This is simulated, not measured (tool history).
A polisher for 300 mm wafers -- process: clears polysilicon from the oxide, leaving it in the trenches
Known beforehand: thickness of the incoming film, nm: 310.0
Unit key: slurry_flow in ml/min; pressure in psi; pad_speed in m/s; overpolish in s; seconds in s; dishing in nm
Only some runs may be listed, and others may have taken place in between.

run,hour,slurry_flow,pressure,pad_speed,overpolish,seconds,dishing
1,0.0,320,1.8,0.76,15,50.352,46.432
2,3.0,320,1.7,0.76,15,52.399,45.999
3,10.0,320,1.5,0.76,15,60.436,42.966
4,12.8,320,1.4,0.76,18,63.165,45.329
5,14.6,350,1.4,0.76,18,64.247,44.346
6,15.4,350,1.1,0.76,18,81.523,40.946
7,17.8,350,1.2,0.76,19,74.981,42.288

Expected results for the next run?
8,20.7,345,1.2,0.76,20,?,?

For run 8 the tool returned seconds 74.587 s, dishing 43.871 nm.

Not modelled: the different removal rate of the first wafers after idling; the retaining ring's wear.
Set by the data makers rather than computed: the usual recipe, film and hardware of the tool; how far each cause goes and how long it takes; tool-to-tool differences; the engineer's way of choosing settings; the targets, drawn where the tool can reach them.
